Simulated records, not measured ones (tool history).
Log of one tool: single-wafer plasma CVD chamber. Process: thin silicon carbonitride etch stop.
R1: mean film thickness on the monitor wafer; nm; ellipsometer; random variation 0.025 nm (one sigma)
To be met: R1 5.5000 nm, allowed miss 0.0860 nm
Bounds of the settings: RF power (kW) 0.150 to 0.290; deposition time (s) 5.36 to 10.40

{"run": 1, "hour": 0.0, "RF power (kW)": 0.22, "deposition time (s)": 7.88, "R1": 4.7685}
{"run": 2, "hour": 6.0, "RF power (kW)": 0.2, "deposition time (s)": 7.88, "R1": 4.6445}
{"run": 3, "hour": 14.7, "RF power (kW)": 0.23, "deposition time (s)": 7.88, "R1": 4.875}
{"run": 4, "hour": 19.6, "RF power (kW)": 0.23, "deposition time (s)": 8.49, "R1": 5.2201}
{"run": 5, "hour": 26.9, "RF power (kW)": 0.23, "deposition time (s)": 9.22, "R1": 5.698}
{"run": 6, "hour": 29.6, "RF power (kW)": 0.225, "deposition time (s)": 9.21, "R1": 5.6083}
{"run": 7, "hour": 35.8, "RF power (kW)": 0.225, "deposition time (s)": 9.2, "R1": 5.596}
{"run": 8, "hour": 43.9, "RF power (kW)": 0.225, "deposition time (s)": 9.19, "R1": 5.643}
{"run": 9, "hour": 48.9, "RF power (kW)": 0.225, "deposition time (s)": 9.19, "R1": 5.6087}
{"run": 10, "hour": 54.9, "RF power (kW)": 0.225, "deposition time (s)": 9.18, "R1": 5.6151}
{"run": 11, "hour": 63.0, "RF power (kW)": 0.225, "deposition time (s)": 9.17, "R1": 5.6004}
{"run": 12, "hour": 71.2, "RF power (kW)": 0.225, "deposition time (s)": 9.17, "R1": 5.5846}

5 next moves are on the table. One of them brings every result within its allowed miss. Which?
{"run": "A", "hour": 79.4, "RF power (kW)": 0.22, "deposition time (s)": 9.47, "R1": "?"}
{"run": "B", "hour": 79.4, "RF power (kW)": 0.255, "deposition time (s)": 9.06, "R1": "?"}
{"run": "C", "hour": 79.4, "RF power (kW)": 0.23, "deposition time (s)": 8.99, "R1": "?"}
{"run": "D", "hour": 79.4, "RF power (kW)": 0.2, "deposition time (s)": 9.7, "R1": "?"}
{"run": "E", "hour": 79.4, "RF power (kW)": 0.22, "deposition time (s)": 9.45, "R1": "?"}

move=A R1=5.7571
move=B R1=5.7371
move=C R1=5.5325
move=D R1=5.7453
move=E R1=5.7450
A: further off than the last run
B: further off than the last run
C: meets every target
D: further off than the last run
E: further off than the last run
Move C is the one to make.
